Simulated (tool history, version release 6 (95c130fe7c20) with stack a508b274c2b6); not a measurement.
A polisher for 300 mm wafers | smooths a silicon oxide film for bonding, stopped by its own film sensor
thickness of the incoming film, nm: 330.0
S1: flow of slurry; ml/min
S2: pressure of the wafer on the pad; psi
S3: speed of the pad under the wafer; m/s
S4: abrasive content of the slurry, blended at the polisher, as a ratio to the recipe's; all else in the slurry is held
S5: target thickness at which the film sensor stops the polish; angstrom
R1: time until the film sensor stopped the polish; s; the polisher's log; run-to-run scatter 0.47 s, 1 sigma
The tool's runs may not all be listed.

Run 1, hour 0: S1 320 ml/min, S2 1.6 psi, S3 0.8 m/s, S4 1, S5 3040 angstrom. Result: R1 50.735 s.
Run 2, hour 4.2: S1 320 ml/min, S2 1.7 psi, S3 0.8 m/s, S4 1, S5 3040 angstrom. Result: R1 48.206 s.
Run 3, hour 10.7: S1 320 ml/min, S2 1.9 psi, S3 0.82 m/s, S4 1, S5 3040 angstrom. Result: R1 42.202 s.
Run 4, hour 18.3: S1 320 ml/min, S2 2 psi, S3 0.82 m/s, S4 1, S5 3040 angstrom. Result: R1 40.494 s.
Run 5, hour 20.8: S1 350 ml/min, S2 2 psi, S3 0.82 m/s, S4 1, S5 3040 angstrom. Result: R1 39.38 s.
Run 6, hour 22.4: S1 350 ml/min, S2 2 psi, S3 0.82 m/s, S4 1.1, S5 3040 angstrom. Result: R1 38.782 s.
At hour 23.1: slurry nozzle cleaned.
Run 7, hour 23.1: S1 350 ml/min, S2 2.1 psi, S3 0.82 m/s, S4 1.1, S5 3040 angstrom. Result: R1 34.094 s.

Run 8, settings as shown, results not yet in. Your forecast:
Run 8, hour 31.5: S1 350 ml/min, S2 2.2 psi, S3 0.82 m/s, S4 1.1, S5 3040 angstrom. Result: R1 ?.

For run 8 the tool returned R1 33.083 s.
